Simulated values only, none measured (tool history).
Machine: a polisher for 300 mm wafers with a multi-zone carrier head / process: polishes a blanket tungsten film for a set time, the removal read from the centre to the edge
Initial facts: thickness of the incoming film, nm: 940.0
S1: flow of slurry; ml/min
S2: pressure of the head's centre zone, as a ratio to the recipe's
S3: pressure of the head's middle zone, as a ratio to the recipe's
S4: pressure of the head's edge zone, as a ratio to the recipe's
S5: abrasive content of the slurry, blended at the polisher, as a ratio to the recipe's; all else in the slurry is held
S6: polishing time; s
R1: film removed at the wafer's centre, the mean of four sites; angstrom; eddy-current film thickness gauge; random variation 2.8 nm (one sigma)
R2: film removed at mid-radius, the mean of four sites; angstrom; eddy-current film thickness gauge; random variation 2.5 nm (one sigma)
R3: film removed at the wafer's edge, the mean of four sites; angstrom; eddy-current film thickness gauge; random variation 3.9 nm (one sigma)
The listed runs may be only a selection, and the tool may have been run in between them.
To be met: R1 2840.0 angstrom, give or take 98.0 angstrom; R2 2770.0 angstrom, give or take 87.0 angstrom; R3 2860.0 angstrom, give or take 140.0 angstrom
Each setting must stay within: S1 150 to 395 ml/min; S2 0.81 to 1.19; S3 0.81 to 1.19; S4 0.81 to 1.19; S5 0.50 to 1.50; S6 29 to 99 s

run 1 hour=0.0 | S1=250 S2=1.00 S3=1.00 S4=1.00 S5=1.00 S6=64 | R1=3218.4 R2=3625.7 R3=3602.8
run 2 hour=3.7 | S1=250 S2=1.00 S3=1.00 S4=1.00 S5=1.00 S6=75 | R1=3762.9 R2=4292.8 R3=4114.1
run 3 hour=7.3 | S1=245 S2=1.01 S3=0.96 S4=0.95 S5=0.85 S6=71 | R1=3512.9 R2=3805.0 R3=3774.0
run 4 hour=15.3 | S1=245 S2=1.02 S3=0.94 S4=0.92 S5=0.75 S6=66 | R1=3187.9 R2=3384.1 R3=3355.7
run 5 hour=23.7 | S1=245 S2=1.02 S3=0.94 S4=0.92 S5=0.60 S6=66 | R1=3166.9 R2=3334.1 R3=3282.3
run 6 hour=32.7 | S1=240 S2=1.02 S3=0.91 S4=0.89 S5=0.55 S6=64 | R1=2999.2 R2=3133.7 R3=3085.1
run 7 hour=35.5 | S1=230 S2=1.02 S3=0.88 S4=0.87 S5=0.55 S6=63 | R1=2943.8 R2=2939.6 R3=3028.5
run 8 hour=42.4 | S1=220 S2=1.02 S3=0.87 S4=0.85 S5=0.55 S6=63 | R1=2911.6 R2=2950.9 R3=3018.3
run 9 hour=43.4 | S1=220 S2=1.03 S3=0.86 S4=0.84 S5=0.55 S6=62 | R1=2928.5 R2=2850.3 R3=2919.1
run 10 hour=45.3 | S1=220 S2=1.03 S3=0.86 S4=0.84 S5=0.55 S6=62 | R1=2905.2 R2=2873.2 R3=2965.9
run 11 hour=50.0 | S1=220 S2=1.03 S3=0.86 S4=0.83 S5=0.55 S6=62 | R1=2881.1 R2=2844.7 R3=2896.8
-- hour=58.4 centre zone pressure recalibrated
run 12 hour=58.4 | S1=205 S2=1.03 S3=0.84 S4=0.82 S5=0.55 S6=62 | R1=3245.8 R2=2819.7 R3=2874.9
run 13 hour=60.8 | S1=215 S2=1.03 S3=0.84 S4=0.82 S5=0.55 S6=62 | R1=3272.0 R2=2821.0 R3=2917.4

Which one of the following 5 next-run settings gets every result inside its allowed miss? There is exactly one.
run A hour=63.2 | S1=245 S2=1.08 S3=0.88 S4=0.81 S5=0.70 S6=61 | R1=? R2=? R3=?
run B hour=63.2 | S1=200 S2=1.09 S3=0.83 S4=0.89 S5=0.75 S6=61 | R1=? R2=? R3=?
run C hour=63.2 | S1=190 S2=0.97 S3=0.83 S4=0.84 S5=0.60 S6=62 | R1=? R2=? R3=?
run D hour=63.2 | S1=150 S2=1.15 S3=0.91 S4=0.81 S5=0.75 S6=60 | R1=? R2=? R3=?
run E hour=63.2 | S1=215 S2=0.95 S3=0.87 S4=0.90 S5=0.50 S6=60 | R1=? R2=? R3=?

move=A R1=3551.2 R2=2958.5 R3=2986.4
move=B R1=3521.7 R2=2792.9 R3=3081.9
move=C R1=3074.3 R2=2746.0 R3=2959.4
move=D R1=3498.5 R2=2823.6 R3=2826.5
move=E R1=2905.4 R2=2737.5 R3=2922.9
A: further off than the last run
B: further off than the last run
C: moves toward the targets from the last run without getting all of them in spec
D: further off than the last run
E: hits every target within its allowed miss
Correct choice: E, which meets every target
